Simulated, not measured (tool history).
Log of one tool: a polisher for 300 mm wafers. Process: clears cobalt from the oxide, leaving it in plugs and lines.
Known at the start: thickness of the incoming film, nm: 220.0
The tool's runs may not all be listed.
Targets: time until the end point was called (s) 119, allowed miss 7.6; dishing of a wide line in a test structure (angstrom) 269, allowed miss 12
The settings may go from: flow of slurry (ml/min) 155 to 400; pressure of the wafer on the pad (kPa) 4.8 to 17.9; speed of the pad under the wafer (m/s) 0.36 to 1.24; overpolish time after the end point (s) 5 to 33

run    day  flow of slurry (ml/min)  pressure of the wafer on the pad (kPa)  speed of the pad under the wafer (m/s)  overpolish time after the end point (s)  time until the end point was called (s)  dishing of a wide line in a test structure (angstrom)
  1      0                      255                                      11                                     0.8                                       17                                   60.394                                                 293.72
  2   0.15                      255                                    13.8                                     0.8                                       17                                   49.486                                                  318.9
  3  0.517                      255                                      11                                    0.74                                       19                                   63.508                                                 303.38
  4  0.821                      255                                      11                                    0.74                                       14                                    64.21                                                 263.26
  5  1.075                      255                                       9                                    0.68                                       17                                   84.436                                                 255.32
  6  1.238                      255                                     7.6                                    0.68                                       19                                   97.126                                                 255.68
  7    1.4                      255                                     6.9                                    0.68                                       20                                   103.88                                                 243.11
  8  1.771                      255                                     6.9                                    0.66                                       22                                   107.47                                                 257.36
  9  1.842                      255                                     6.9                                    0.66                                       23                                   107.26                                                 257.26
 10  2.158                      255                                     6.9                                    0.66                                       24                                   107.04                                                    272

Which of these 4 next moves meets every target?
  A  2.475                      250                                     6.9                                    0.76                                       18                                        ?                                                      ?
  B  2.475                      255                                     6.2                                    0.56                                       25                                        ?                                                      ?
  C  2.475                      245                                     6.9                                     0.6                                       26                                        ?                                                      ?
  D  2.475                      260                                     5.5                                    0.84                                       18                                        ?                                                      ?

move  time until the end point was called (s)  dishing of a wide line in a test structure (angstrom)
   A                                   94.273                                                 246.64
   B                                   137.64                                                 241.54
   C                                   118.65                                                 266.93
   D                                    102.1                                                 235.89
A: further off than the last run
B: takes the result that was furthest off past its target
C: meets every target
D: further off than the last run
Move C is the one to make.
